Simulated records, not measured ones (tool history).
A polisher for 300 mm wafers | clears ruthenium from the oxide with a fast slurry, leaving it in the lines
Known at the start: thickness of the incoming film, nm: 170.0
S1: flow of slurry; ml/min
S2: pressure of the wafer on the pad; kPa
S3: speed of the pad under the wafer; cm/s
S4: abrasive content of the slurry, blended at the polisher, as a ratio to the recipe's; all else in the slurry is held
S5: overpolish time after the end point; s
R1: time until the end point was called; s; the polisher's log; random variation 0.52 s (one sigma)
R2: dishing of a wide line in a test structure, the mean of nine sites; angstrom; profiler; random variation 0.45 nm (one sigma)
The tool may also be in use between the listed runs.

run  hour   S1    S2  S3    S4  S5      R1      R2
  1   0.0  155  20.7  78  1.00  20  44.359  536.97
  2   1.0  155  20.7  78  1.15  20  39.948  591.47
  3   6.8  155  15.9  78  1.15  20  47.944  491.73
  4  13.1  160  15.2  80  1.15  17  47.957  431.65
  5  17.7  160  14.5  82  1.15  15  48.237  396.82
  6  19.5  160  13.8  82  1.15  13  49.585  335.73
  7  23.0  160  13.8  82  1.15  12  49.275  297.12
  8  28.3  155  13.8  82  1.15  11  50.366  273.77
  9  32.8  150  13.8  82  1.15  11  50.332  278.92
 10  37.8  145  13.8  82  1.15  11  49.961  267.66
 11  46.3  140  13.8  82  1.15  11  50.988  270.57
 12  48.5  140  13.1  82  1.15   6  52.659  148.31
 13  53.9  140  13.1  82  1.15   6  53.023  152.56
 14  56.7  145  13.1  82  1.15   6  52.338  151.91

Forecast run 15:
 15  62.3  150  12.4  82  1.15   6   ?   ?

Run 15 gave R1 53.181 s, R2 143.66 angstrom.

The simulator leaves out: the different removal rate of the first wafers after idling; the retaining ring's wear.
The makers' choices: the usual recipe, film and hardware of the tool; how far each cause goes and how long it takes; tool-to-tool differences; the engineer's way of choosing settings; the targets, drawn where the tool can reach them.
